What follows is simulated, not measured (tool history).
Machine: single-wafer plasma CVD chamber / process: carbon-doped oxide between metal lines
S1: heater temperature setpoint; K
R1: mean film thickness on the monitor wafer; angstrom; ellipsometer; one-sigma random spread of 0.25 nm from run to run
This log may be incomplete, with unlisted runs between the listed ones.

Run 1, hour 0: S1 628.15 K, chamber pressure (mTorr) 3730, RF power (W) 525, deposition time (s) 10.6. Result: R1 523.58 angstrom.
Run 2, hour 6.8: S1 626.15 K, chamber pressure (mTorr) 3870, RF power (W) 545, deposition time (s) 10.6. Result: R1 546.12 angstrom.
Run 3, hour 14: S1 624.15 K, chamber pressure (mTorr) 4030, RF power (W) 550, deposition time (s) 10.6. Result: R1 557.66 angstrom.
Run 4, hour 19.8: S1 624.15 K, chamber pressure (mTorr) 4030, RF power (W) 550, deposition time (s) 10.6. Result: R1 553.01 angstrom.
Run 5, hour 20.9: S1 624.15 K, chamber pressure (mTorr) 4530, RF power (W) 550, deposition time (s) 10.6. Result: R1 565.46 angstrom.
Run 6, hour 27: S1 622.15 K, chamber pressure (mTorr) 4640, RF power (W) 555, deposition time (s) 10.6. Result: R1 570.23 angstrom.

Run 7 is up next; what results do you expect?
Run 7, hour 31.4: S1 621.15 K, chamber pressure (mTorr) 4710, RF power (W) 565, deposition time (s) 10.6. Result: R1 ?.

{"run 7": {"R1": 584.53}}
